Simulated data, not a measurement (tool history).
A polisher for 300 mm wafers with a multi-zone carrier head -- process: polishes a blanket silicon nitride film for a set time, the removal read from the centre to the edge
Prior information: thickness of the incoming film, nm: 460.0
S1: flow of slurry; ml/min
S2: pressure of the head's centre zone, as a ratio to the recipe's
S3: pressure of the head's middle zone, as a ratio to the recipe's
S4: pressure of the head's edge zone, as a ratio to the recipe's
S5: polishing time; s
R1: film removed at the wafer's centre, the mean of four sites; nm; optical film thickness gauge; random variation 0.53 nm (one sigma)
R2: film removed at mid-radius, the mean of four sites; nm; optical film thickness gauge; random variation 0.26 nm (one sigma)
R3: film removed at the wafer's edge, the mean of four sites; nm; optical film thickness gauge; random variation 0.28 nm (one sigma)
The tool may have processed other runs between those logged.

{"run": 1, "hour": 0.0, "S1": 285, "S2": 1, "S3": 1, "S4": 1, "S5": 36, "R1": 42.517, "R2": 42.727, "R3": 45.07}
{"run": 2, "hour": 6.0, "S1": 285, "S2": 1, "S3": 1, "S4": 1.04, "S5": 36, "R1": 42.019, "R2": 43.24, "R3": 45.557}
{"run": 3, "hour": 12.1, "S1": 270, "S2": 0.97, "S3": 0.99, "S4": 1.04, "S5": 36, "R1": 41.696, "R2": 42.181, "R3": 45.751}
{"run": 4, "hour": 19.8, "S1": 270, "S2": 0.93, "S3": 1, "S4": 1.03, "S5": 36, "R1": 40.249, "R2": 42.861, "R3": 45.518}
{"run": 5, "hour": 26.6, "S1": 310, "S2": 0.93, "S3": 1, "S4": 1.03, "S5": 36, "R1": 41.319, "R2": 43.734, "R3": 45.9}
{"run": 6, "hour": 30.1, "S1": 310, "S2": 0.93, "S3": 1, "S4": 1.03, "S5": 29, "R1": 32.702, "R2": 34.839, "R3": 37.701}

Estimate the outcome of run 7 from the log above:
{"run": 7, "hour": 38.9, "S1": 315, "S2": 0.93, "S3": 1.01, "S4": 1.07, "S5": 30, "R1": "?", "R2": "?", "R3": "?"}

Run 7 gave R1 34.359 nm, R2 36.849 nm, R3 39.064 nm.
